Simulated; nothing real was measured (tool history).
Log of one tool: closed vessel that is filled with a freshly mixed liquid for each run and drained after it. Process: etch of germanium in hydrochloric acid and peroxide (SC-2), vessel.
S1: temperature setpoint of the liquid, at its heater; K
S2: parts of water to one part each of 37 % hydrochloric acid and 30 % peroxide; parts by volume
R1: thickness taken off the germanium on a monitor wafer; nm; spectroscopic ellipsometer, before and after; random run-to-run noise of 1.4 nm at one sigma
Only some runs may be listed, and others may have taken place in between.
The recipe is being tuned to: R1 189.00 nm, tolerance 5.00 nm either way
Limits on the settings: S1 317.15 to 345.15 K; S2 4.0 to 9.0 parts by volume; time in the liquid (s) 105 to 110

run 1 hour=0.0 | S1=333.15 S2=5.0 time_in_the_liquid_(s)=105 | R1=256.88
run 2 hour=4.4 | S1=329.65 S2=5.0 time_in_the_liquid_(s)=105 | R1=231.52
run 3 hour=9.1 | S1=329.65 S2=5.0 time_in_the_liquid_(s)=110 | R1=241.67
run 4 hour=12.0 | S1=327.65 S2=5.0 time_in_the_liquid_(s)=110 | R1=228.47
run 5 hour=20.7 | S1=327.65 S2=6.0 time_in_the_liquid_(s)=110 | R1=226.92
run 6 hour=26.9 | S1=327.65 S2=5.0 time_in_the_liquid_(s)=110 | R1=223.26
run 7 hour=31.0 | S1=326.15 S2=5.0 time_in_the_liquid_(s)=110 | R1=214.84
run 8 hour=38.7 | S1=325.15 S2=5.0 time_in_the_liquid_(s)=110 | R1=206.53
run 9 hour=45.5 | S1=324.15 S2=5.0 time_in_the_liquid_(s)=110 | R1=204.53
run 10 hour=54.7 | S1=323.15 S2=5.0 time_in_the_liquid_(s)=110 | R1=196.71

4 next moves are on the table. One of them brings every result within its allowed miss. Which?
run A hour=63.9 | S1=323.65 S2=5.0 time_in_the_liquid_(s)=105 | R1=?
run B hour=63.9 | S1=324.65 S2=5.0 time_in_the_liquid_(s)=110 | R1=?
run C hour=63.9 | S1=321.65 S2=5.0 time_in_the_liquid_(s)=105 | R1=?
run D hour=63.9 | S1=325.15 S2=5.5 time_in_the_liquid_(s)=105 | R1=?

move=A R1=192.23
move=B R1=207.93
move=C R1=180.21
move=D R1=201.10
A: every result within its allowed miss
B: misses by more than the last run did
C: pushes the last run's worst result past its target
D: misses by more than the last run did
Move A is the one to make.
